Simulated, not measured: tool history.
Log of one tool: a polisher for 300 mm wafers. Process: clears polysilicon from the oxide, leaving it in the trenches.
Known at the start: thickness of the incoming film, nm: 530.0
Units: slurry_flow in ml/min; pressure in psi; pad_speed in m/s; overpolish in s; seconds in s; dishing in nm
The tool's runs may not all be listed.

run 1 hour=0.0 | slurry_flow=310 pressure=2.7 pad_speed=1.26 overpolish=11 | seconds=38.372 dishing=47.942
run 2 hour=3.9 | slurry_flow=310 pressure=2.7 pad_speed=1.26 overpolish=13 | seconds=37.448 dishing=48.896
run 3 hour=8.1 | slurry_flow=310 pressure=2.7 pad_speed=1.26 overpolish=10 | seconds=37.988 dishing=46.702
run 4 hour=14.6 | slurry_flow=310 pressure=2.7 pad_speed=1.26 overpolish=7 | seconds=37.753 dishing=42.794
run 5 hour=15.7 | slurry_flow=310 pressure=2.7 pad_speed=1.26 overpolish=11 | seconds=37.752 dishing=47.464
run 6 hour=17.9 | slurry_flow=360 pressure=2.7 pad_speed=1.26 overpolish=11 | seconds=37.456 dishing=49.418

The next listed run, before its measurement:
run 7 hour=21.2 | slurry_flow=270 pressure=3.4 pad_speed=1.28 overpolish=5 | seconds=? dishing=?

seconds: 30.349 s
dishing: 41.762 nm

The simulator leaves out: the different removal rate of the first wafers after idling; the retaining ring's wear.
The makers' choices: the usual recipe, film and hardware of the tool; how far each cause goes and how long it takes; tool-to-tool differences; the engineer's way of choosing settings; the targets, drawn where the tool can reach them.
